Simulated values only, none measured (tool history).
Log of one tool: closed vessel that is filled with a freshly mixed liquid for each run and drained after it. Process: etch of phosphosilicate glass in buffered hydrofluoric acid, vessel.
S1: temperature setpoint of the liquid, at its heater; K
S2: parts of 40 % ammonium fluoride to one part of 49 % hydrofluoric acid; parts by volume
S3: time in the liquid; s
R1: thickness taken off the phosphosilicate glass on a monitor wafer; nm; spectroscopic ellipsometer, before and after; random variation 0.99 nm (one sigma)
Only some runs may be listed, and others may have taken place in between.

Run 1, hour 0.0: S1 295.15 K, S2 16.5 parts by volume, S3 90 s. Result: R1 346.02 nm.
Run 2, hour 6.6: S1 294.15 K, S2 17.5 parts by volume, S3 90 s. Result: R1 308.17 nm.
Run 3, hour 10.0: S1 293.65 K, S2 18.0 parts by volume, S3 90 s. Result: R1 291.32 nm.
Run 4, hour 18.4: S1 293.15 K, S2 18.5 parts by volume, S3 90 s. Result: R1 274.40 nm.
Run 5, hour 25.2: S1 293.15 K, S2 21.0 parts by volume, S3 90 s. Result: R1 245.37 nm.
Run 6, hour 27.9: S1 293.15 K, S2 21.0 parts by volume, S3 95 s. Result: R1 262.05 nm.
Run 7, hour 34.2: S1 292.65 K, S2 21.5 parts by volume, S3 95 s. Result: R1 247.94 nm.

What will run 8 give?
Run 8, hour 35.4: S1 290.15 K, S2 23.0 parts by volume, S3 95 s. Result: R1 ?.

{"run 8": {"R1": 206.54}}

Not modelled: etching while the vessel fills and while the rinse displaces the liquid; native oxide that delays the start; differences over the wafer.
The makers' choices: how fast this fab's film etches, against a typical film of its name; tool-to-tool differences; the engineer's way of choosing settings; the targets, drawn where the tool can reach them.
